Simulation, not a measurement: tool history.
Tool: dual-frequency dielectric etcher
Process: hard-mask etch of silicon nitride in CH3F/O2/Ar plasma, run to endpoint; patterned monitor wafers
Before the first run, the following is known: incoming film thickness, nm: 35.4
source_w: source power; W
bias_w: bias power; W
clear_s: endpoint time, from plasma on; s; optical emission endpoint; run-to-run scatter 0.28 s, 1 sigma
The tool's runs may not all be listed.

run	hour	source_w	bias_w	clear_s
1	0.0	310	94	50.443
2	7.0	310	88	51.941
3	15.6	310	81	53.831
4	19.4	280	78	56.591
5	22.3	260	76	57.771
6	28.9	290	76	56.376

Estimate the outcome of run 7 from the log above:
7	31.5	270	74	?

{"run 7": {"clear_s": 58.19}}
